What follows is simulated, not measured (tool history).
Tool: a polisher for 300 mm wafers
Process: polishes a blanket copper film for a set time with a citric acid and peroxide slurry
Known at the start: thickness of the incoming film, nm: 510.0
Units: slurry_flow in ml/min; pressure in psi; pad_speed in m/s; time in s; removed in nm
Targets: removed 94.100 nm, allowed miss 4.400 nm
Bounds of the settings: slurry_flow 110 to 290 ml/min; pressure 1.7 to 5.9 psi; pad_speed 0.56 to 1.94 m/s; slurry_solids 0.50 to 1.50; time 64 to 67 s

Run 1, hour 0.0: slurry_flow 185 ml/min, pressure 3.8 psi, pad_speed 1.24 m/s, slurry_solids 1.00, time 64 s. Result: removed 205.270 nm.
Run 2, hour 5.7: slurry_flow 185 ml/min, pressure 3.4 psi, pad_speed 1.18 m/s, slurry_solids 1.00, time 64 s. Result: removed 182.200 nm.
Run 3, hour 10.6: slurry_flow 185 ml/min, pressure 3.1 psi, pad_speed 1.10 m/s, slurry_solids 1.00, time 64 s. Result: removed 156.550 nm.
Run 4, hour 18.7: slurry_flow 185 ml/min, pressure 2.4 psi, pad_speed 1.10 m/s, slurry_solids 1.00, time 64 s. Result: removed 125.510 nm.
Run 5, hour 23.4: slurry_flow 185 ml/min, pressure 2.4 psi, pad_speed 1.10 m/s, slurry_solids 1.00, time 67 s. Result: removed 131.630 nm.
Run 6, hour 28.2: slurry_flow 210 ml/min, pressure 2.4 psi, pad_speed 1.10 m/s, slurry_solids 1.00, time 67 s. Result: removed 137.020 nm.
Run 7, hour 34.2: slurry_flow 205 ml/min, pressure 2.3 psi, pad_speed 1.06 m/s, slurry_solids 1.00, time 67 s. Result: removed 126.120 nm.
Run 8, hour 39.3: slurry_flow 205 ml/min, pressure 2.2 psi, pad_speed 1.04 m/s, slurry_solids 1.00, time 67 s. Result: removed 119.160 nm.
Run 9, hour 40.6: slurry_flow 205 ml/min, pressure 2.1 psi, pad_speed 1.02 m/s, slurry_solids 1.00, time 67 s. Result: removed 113.280 nm.
Run 10, hour 47.4: slurry_flow 205 ml/min, pressure 2.0 psi, pad_speed 1.00 m/s, slurry_solids 1.00, time 67 s. Result: removed 106.950 nm.
Run 11, hour 50.3: slurry_flow 205 ml/min, pressure 1.9 psi, pad_speed 1.00 m/s, slurry_solids 1.00, time 67 s. Result: removed 103.540 nm.

Which of these 5 next moves meets every target?
Run A, hour 53.2: slurry_flow 185 ml/min, pressure 1.7 psi, pad_speed 1.08 m/s, slurry_solids 1.05, time 67 s. Result: removed ?.
Run B, hour 53.2: slurry_flow 205 ml/min, pressure 2.0 psi, pad_speed 0.82 m/s, slurry_solids 1.00, time 66 s. Result: removed ?.
Run C, hour 53.2: slurry_flow 205 ml/min, pressure 1.7 psi, pad_speed 1.04 m/s, slurry_solids 1.00, time 65 s. Result: removed ?.
Run D, hour 53.2: slurry_flow 220 ml/min, pressure 2.0 psi, pad_speed 1.02 m/s, slurry_solids 0.95, time 67 s. Result: removed ?.
Run E, hour 53.2: slurry_flow 180 ml/min, pressure 2.3 psi, pad_speed 0.86 m/s, slurry_solids 1.25, time 64 s. Result: removed ?.

move  removed
   A  104.110
   B   88.788
   C   97.200
   D  109.980
   E  105.130
A: further off than the last run
B: takes the result that was furthest off past its target
C: meets every target
D: further off than the last run
E: further off than the last run
Answer: C
